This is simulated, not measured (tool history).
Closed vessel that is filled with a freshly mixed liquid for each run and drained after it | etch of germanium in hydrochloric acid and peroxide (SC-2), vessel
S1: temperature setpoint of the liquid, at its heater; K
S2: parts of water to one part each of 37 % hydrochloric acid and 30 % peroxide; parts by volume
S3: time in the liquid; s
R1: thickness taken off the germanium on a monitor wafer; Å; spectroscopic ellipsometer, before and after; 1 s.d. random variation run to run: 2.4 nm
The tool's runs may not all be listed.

{"run": 1, "hour": 0.0, "S1": 329.15, "S2": 11, "S3": 100, "R1": 3802.1}
{"run": 2, "hour": 3.4, "S1": 330.65, "S2": 11, "S3": 100, "R1": 3947.7}
{"run": 3, "hour": 4.9, "S1": 331.65, "S2": 11, "S3": 100, "R1": 4094.1}
{"run": 4, "hour": 9.1, "S1": 332.15, "S2": 11, "S3": 100, "R1": 4116.5}
{"run": 5, "hour": 16.1, "S1": 332.15, "S2": 11, "S3": 110, "R1": 4560.1}
{"run": 6, "hour": 22.2, "S1": 332.15, "S2": 11, "S3": 110, "R1": 4565.0}
{"run": 7, "hour": 23.8, "S1": 331.65, "S2": 11, "S3": 110, "R1": 4512.8}

The next listed run, before its measurement:
{"run": 8, "hour": 28.9, "S1": 331.15, "S2": 11, "S3": 110, "R1": "?"}

R1: 4420.8 Å
